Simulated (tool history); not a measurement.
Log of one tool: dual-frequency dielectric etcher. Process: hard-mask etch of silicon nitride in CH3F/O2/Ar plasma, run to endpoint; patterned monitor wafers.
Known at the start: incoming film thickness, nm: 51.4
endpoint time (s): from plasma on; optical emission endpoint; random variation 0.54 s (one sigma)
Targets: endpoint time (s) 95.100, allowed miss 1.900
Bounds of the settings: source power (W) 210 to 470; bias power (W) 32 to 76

run	hour	source power (W)	bias power (W)	endpoint time (s)
1	0.0	340	54	87.106
2	3.2	370	54	84.500
3	8.2	410	54	80.829
4	9.4	390	53	82.082
5	16.4	370	52	85.160
6	22.9	370	44	87.860
7	24.2	360	43	88.856
8	25.7	350	42	90.036
9	27.5	340	42	91.534
10	33.1	330	42	92.655

5 next moves are on the table. One of them brings every result within its allowed miss. Which?
A	38.7	290	39	?
B	38.7	320	39	?
C	38.7	260	47	?
D	38.7	310	32	?
E	38.7	270	42	?

move	endpoint time (s)
A	97.888
B	93.754
C	99.608
D	97.810
E	99.842
A: takes the result that was furthest off past its target
B: meets every target
C: takes the result that was furthest off past its target
D: takes the result that was furthest off past its target
E: takes the result that was furthest off past its target
Move B is the one to make.

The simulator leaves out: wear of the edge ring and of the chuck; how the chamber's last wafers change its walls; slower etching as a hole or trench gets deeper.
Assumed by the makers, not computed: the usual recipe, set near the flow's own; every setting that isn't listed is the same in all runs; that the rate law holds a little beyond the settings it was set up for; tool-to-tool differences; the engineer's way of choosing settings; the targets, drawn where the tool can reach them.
